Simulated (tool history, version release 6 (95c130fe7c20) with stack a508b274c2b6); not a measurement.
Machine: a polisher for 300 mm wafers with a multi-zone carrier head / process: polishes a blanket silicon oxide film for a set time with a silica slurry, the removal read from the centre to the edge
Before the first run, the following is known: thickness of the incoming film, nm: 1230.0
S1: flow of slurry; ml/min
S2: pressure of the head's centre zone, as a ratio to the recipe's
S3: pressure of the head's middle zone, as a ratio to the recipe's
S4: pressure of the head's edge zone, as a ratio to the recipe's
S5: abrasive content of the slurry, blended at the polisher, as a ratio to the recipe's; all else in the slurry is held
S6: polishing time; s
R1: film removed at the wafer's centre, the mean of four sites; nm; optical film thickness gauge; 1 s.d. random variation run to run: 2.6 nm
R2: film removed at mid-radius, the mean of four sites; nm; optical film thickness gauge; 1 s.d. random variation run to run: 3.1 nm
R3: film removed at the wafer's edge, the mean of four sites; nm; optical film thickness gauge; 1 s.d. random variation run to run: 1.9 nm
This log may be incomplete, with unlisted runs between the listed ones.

run 1 hour=0.0 | S1=270 S2=1.00 S3=1.00 S4=1.00 S5=1.00 S6=60 | R1=182.27 R2=181.41 R3=178.16
run 2 hour=6.2 | S1=270 S2=1.00 S3=1.00 S4=1.08 S5=1.00 S6=60 | R1=184.47 R2=178.97 R3=190.48
run 3 hour=8.3 | S1=270 S2=1.00 S3=1.00 S4=1.15 S5=1.00 S6=60 | R1=183.61 R2=177.92 R3=191.48
run 4 hour=10.0 | S1=270 S2=1.08 S3=1.00 S4=1.15 S5=1.00 S6=60 | R1=198.83 R2=180.19 R3=195.64
run 5 hour=13.7 | S1=270 S2=1.08 S3=1.00 S4=1.18 S5=1.00 S6=60 | R1=198.43 R2=179.53 R3=197.00
run 6 hour=21.9 | S1=270 S2=1.08 S3=1.00 S4=1.18 S5=0.85 S6=60 | R1=178.43 R2=158.98 R3=177.01
run 7 hour=25.7 | S1=285 S2=1.11 S3=1.02 S4=1.16 S5=0.90 S6=60 | R1=196.50 R2=171.95 R3=184.42
run 8 hour=32.4 | S1=285 S2=1.11 S3=1.02 S4=1.16 S5=0.90 S6=60 | R1=193.11 R2=172.30 R3=183.54

What will run 9 give?
run 9 hour=37.2 | S1=295 S2=1.13 S3=1.03 S4=1.15 S5=0.95 S6=60 | R1=? R2=? R3=?

R1: 202.25 nm
R2: 180.93 nm
R3: 186.34 nm
